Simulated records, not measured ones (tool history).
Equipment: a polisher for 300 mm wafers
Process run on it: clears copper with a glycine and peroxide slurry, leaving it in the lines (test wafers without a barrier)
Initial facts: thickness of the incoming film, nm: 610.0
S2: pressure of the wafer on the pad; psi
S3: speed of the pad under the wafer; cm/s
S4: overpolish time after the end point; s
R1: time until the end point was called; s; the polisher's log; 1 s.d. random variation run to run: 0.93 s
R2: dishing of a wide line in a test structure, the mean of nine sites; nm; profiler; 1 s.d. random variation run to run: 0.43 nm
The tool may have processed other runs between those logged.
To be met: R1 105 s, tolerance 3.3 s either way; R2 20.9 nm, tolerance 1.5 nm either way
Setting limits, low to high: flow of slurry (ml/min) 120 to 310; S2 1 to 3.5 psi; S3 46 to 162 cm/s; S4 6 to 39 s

{"run": 1, "day": 0.0, "flow of slurry (ml/min)": 200, "S2": 2.2, "S3": 104, "S4": 20, "R1": 110.6, "R2": 46.156}
{"run": 2, "day": 0.217, "flow of slurry (ml/min)": 200, "S2": 2.1, "S3": 110, "S4": 18, "R1": 111.01, "R2": 42.164}
{"run": 3, "day": 0.25, "flow of slurry (ml/min)": 200, "S2": 2.1, "S3": 136, "S4": 18, "R1": 93.942, "R2": 44.075}
{"run": 4, "day": 0.308, "flow of slurry (ml/min)": 200, "S2": 2.1, "S3": 136, "S4": 13, "R1": 93.548, "R2": 38.195}
{"run": 5, "day": 0.467, "flow of slurry (ml/min)": 200, "S2": 2.1, "S3": 160, "S4": 13, "R1": 82.409, "R2": 39.605}
{"run": 6, "day": 0.512, "flow of slurry (ml/min)": 200, "S2": 2.6, "S3": 160, "S4": 13, "R1": 67.755, "R2": 44.677}
{"run": 7, "day": 0.658, "flow of slurry (ml/min)": 215, "S2": 2.4, "S3": 160, "S4": 12, "R1": 72.591, "R2": 41.801}
{"run": 8, "day": 0.733, "flow of slurry (ml/min)": 205, "S2": 2.3, "S3": 160, "S4": 11, "R1": 74.738, "R2": 38.845}
{"run": 9, "day": 0.812, "flow of slurry (ml/min)": 195, "S2": 2.2, "S3": 160, "S4": 10, "R1": 79.115, "R2": 37.462}
{"run": 10, "day": 0.883, "flow of slurry (ml/min)": 250, "S2": 1.6, "S3": 162, "S4": 6, "R1": 99.258, "R2": 22.659}

Below are 4 possible settings for the next run. Only one of them brings all results inside the allowed miss of their targets. Which is it?
{"run": "A", "day": 0.954, "flow of slurry (ml/min)": 230, "S2": 1.7, "S3": 154, "S4": 6, "R1": "?", "R2": "?"}
{"run": "B", "day": 0.954, "flow of slurry (ml/min)": 225, "S2": 1.5, "S3": 154, "S4": 10, "R1": "?", "R2": "?"}
{"run": "C", "day": 0.954, "flow of slurry (ml/min)": 275, "S2": 1.5, "S3": 162, "S4": 6, "R1": "?", "R2": "?"}
{"run": "D", "day": 0.954, "flow of slurry (ml/min)": 265, "S2": 1.8, "S3": 152, "S4": 6, "R1": "?", "R2": "?"}

move=A R1=98.481 R2=21.898
move=B R1=109.16 R2=29.027
move=C R1=102.78 R2=21.053
move=D R1=93.439 R2=22.848
A: the biggest miss grows against the last run
B: moves the result that the last run missed by most past its target, out the other side
C: all results land within tolerance of their targets
D: the biggest miss grows against the last run
The right move is C.
